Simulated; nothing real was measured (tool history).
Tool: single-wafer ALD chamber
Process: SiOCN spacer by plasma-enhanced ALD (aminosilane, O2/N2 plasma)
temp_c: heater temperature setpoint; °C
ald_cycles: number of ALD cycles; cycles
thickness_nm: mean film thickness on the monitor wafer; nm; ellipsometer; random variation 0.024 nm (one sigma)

Run 1, day 0.000: temp_c 405 °C, ald_cycles 85 cycles. Result: thickness_nm 5.4070 nm.
Run 2, day 0.171: temp_c 412 °C, ald_cycles 85 cycles. Result: thickness_nm 5.3090 nm.
Run 3, day 0.483: temp_c 412 °C, ald_cycles 94 cycles. Result: thickness_nm 5.8726 nm.
Run 4, day 0.742: temp_c 412 °C, ald_cycles 86 cycles. Result: thickness_nm 5.3670 nm.
Run 5, day 0.800: temp_c 413 °C, ald_cycles 84 cycles. Result: thickness_nm 5.2183 nm.
At day 0.938: thermocouple changed; heater temperature recalibrated.
Run 6, day 0.938: temp_c 415 °C, ald_cycles 83 cycles. Result: thickness_nm 5.0794 nm.
Run 7, day 1.138: temp_c 417 °C, ald_cycles 83 cycles. Result: thickness_nm 5.0362 nm.
Run 8, day 1.504: temp_c 419 °C, ald_cycles 83 cycles. Result: thickness_nm 5.0048 nm.
Run 9, day 1.646: temp_c 420 °C, ald_cycles 83 cycles. Result: thickness_nm 4.9409 nm.
Run 10, day 1.792: temp_c 421 °C, ald_cycles 83 cycles. Result: thickness_nm 4.9570 nm.
Run 11, day 1.967: temp_c 422 °C, ald_cycles 83 cycles. Result: thickness_nm 4.9675 nm.
Run 12, day 2.267: temp_c 423 °C, ald_cycles 83 cycles. Result: thickness_nm 4.9257 nm.
Run 13, day 2.383: temp_c 424 °C, ald_cycles 83 cycles. Result: thickness_nm 4.9738 nm.

Forecast run 14:
Run 14, day 2.621: temp_c 424 °C, ald_cycles 82 cycles. Result: thickness_nm ?.

Run 14 gave thickness_nm 4.8294 nm.

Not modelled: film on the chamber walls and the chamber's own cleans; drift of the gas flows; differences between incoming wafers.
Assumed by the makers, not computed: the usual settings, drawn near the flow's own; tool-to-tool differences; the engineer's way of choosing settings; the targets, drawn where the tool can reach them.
